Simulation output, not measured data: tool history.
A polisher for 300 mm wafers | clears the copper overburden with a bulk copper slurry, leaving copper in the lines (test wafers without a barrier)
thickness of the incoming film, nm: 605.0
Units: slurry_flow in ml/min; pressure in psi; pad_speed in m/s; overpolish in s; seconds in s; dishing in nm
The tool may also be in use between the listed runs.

run	hour	slurry_flow	pressure	pad_speed	slurry_solids	overpolish	seconds	dishing
1	0	280	2.3	1.08	1	13	81.307	43.215
2	3.4	280	2.3	1.08	1	17	82.898	49.097
3	6.6	285	2.1	1.16	1	15	84.832	47.374
4	9.3	335	2.1	1.16	1	15	82.323	45.821
5	15.4	335	2.6	1.16	1	15	66.29	53.254
6	19.2	335	2.6	1.16	0.85	15	67.851	51.171

Run 7 comes next. What will it give?
# hour 20.8: head pressure recalibrated
7	20.8	370	2	1.46	0.6	9	?	?

seconds: 64.712 s
dishing: 40.035 nm
